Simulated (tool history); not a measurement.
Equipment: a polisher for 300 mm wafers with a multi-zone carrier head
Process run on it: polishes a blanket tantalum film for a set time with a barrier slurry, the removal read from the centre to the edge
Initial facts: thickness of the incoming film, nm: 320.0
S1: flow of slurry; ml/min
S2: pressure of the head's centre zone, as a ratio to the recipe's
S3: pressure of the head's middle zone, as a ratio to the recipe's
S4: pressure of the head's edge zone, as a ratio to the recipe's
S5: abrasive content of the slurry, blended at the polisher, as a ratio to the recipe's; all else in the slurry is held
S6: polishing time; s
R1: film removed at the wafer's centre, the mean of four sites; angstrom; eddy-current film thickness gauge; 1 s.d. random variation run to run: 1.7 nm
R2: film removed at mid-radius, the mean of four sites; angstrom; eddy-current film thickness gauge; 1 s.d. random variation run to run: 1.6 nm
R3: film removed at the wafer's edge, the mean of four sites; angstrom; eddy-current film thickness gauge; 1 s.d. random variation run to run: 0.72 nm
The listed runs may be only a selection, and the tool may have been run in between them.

run  hour   S1    S2    S3    S4    S5  S6      R1      R2      R3
  1     0  260     1     1     1     1  59  826.15   844.7  844.12
  2     3  295     1     1     1     1  59  853.46  826.96  840.17
  3   9.1  295     1     1  0.94     1  59  824.17   853.5  828.89
  4  16.1  300  1.02  1.02  0.94  1.05  60  890.24  890.43  850.92
  5  19.2  300  1.02  1.03  0.94   1.1  61  902.28   922.6  867.83
  6  25.2  300  0.95  1.03  0.94   1.1  61  845.06  930.33  864.27
  7    33  305  0.97  1.04  0.94  1.15  62  886.24  952.05  890.11
  8  37.9  310  0.98  1.05  0.94   1.2  63  918.28  982.86  920.56
  9  44.3  315     1  1.06  0.93  1.25  64  965.22  1010.3  945.42

Run 10, settings as shown, results not yet in. Your forecast:
 10  45.8  315  1.01  1.07  0.92  1.3  65   ?   ?   ?

R1: 988.85 angstrom
R2: 1059.7 angstrom
R3: 953.76 angstrom

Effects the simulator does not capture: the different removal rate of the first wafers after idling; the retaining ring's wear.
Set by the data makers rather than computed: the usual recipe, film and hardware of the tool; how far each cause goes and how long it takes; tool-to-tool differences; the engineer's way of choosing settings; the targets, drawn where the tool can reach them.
